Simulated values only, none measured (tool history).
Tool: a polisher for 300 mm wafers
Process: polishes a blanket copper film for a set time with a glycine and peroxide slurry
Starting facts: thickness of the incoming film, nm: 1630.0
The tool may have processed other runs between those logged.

run	day	flow of slurry (ml/min)	pressure of the wafer on the pad (psi)	speed of the pad under the wafer (m/s)	polishing time (s)	film removed (Å)
1	0	165	1.7	1	111	4220.4
2	0.033	155	1.6	1	111	3946.6
3	0.408	145	1.6	1	111	3946
4	0.608	140	1.5	1	111	3775.3
5	0.908	140	1.5	1.12	111	4004
6	0.962	140	1.7	1.12	111	4418.4
7	1.025	140	1.7	1.12	111	4478.6
8	1.304	140	1.6	1.12	111	4234.7

Run 9 is up next; what results do you expect?
9	1.575	135	1.5	1.12	111	?

film removed (Å): 4048.5

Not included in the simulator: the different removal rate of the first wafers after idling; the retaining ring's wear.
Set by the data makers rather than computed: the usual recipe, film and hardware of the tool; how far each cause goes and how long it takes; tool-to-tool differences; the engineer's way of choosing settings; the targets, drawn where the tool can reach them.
